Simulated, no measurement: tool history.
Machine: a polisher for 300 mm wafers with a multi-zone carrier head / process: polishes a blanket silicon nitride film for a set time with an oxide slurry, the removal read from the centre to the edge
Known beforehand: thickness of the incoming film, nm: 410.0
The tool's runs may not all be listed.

run,hour,flow of slurry (ml/min),pressure of the head's centre zone,pressure of the head's middle zone,pressure of the head's edge zone,abrasive content of the slurry,polishing time (s),film removed at the wafer's centre (angstrom),film removed at mid-radius (angstrom),film removed at the wafer's edge (angstrom)
1,0,285,1,1,1,1,39,266.31,263.23,251.73
2,1.2,285,1,1,1,1,42,286.64,290.36,272.06
3,2.2,285,1,1.08,1,1,42,281.94,307.51,268.17
4,8.4,280,0.99,1.07,0.98,0.9,40,248.87,262.48,239.92
5,12.7,290,0.99,1.09,0.95,0.85,39,233.72,244.37,220.73
6,16.3,290,0.99,1.09,0.95,0.85,34,205.48,216,191.92
7,20.6,290,0.98,1.1,0.93,0.8,34,197.77,218.25,184.13
8,21.2,285,0.97,1.08,0.92,0.75,34,183.58,197.61,175.47
9,22.2,280,0.97,1.08,0.9,0.75,34,184.87,204.33,170.92
10,27.9,275,0.96,1.06,0.9,0.75,34,180.99,198.74,173.02
11,29.2,270,0.96,1.05,0.89,0.75,34,182.33,201.63,170.92
12,36.3,275,0.96,1.04,0.88,0.75,34,178.5,194.2,171.58
13,37.8,270,0.96,1.04,0.87,0.75,34,184.2,193.62,169.31
14,42,265,0.95,1.04,0.86,0.75,34,177.98,193.29,168.07
15,47.8,265,0.95,1.04,0.85,0.75,34,174.77,195.82,168.06

Run 16 comes next. What will it give?
# hour 49.4: edge zone pressure recalibrated
16,49.4,265,0.95,1.03,0.84,0.75,34,?,?,?

{"run 16": {"film removed at the wafer's centre (angstrom)": 181.5, "film removed at mid-radius (angstrom)": 194.51, "film removed at the wafer's edge (angstrom)": 170.77}}
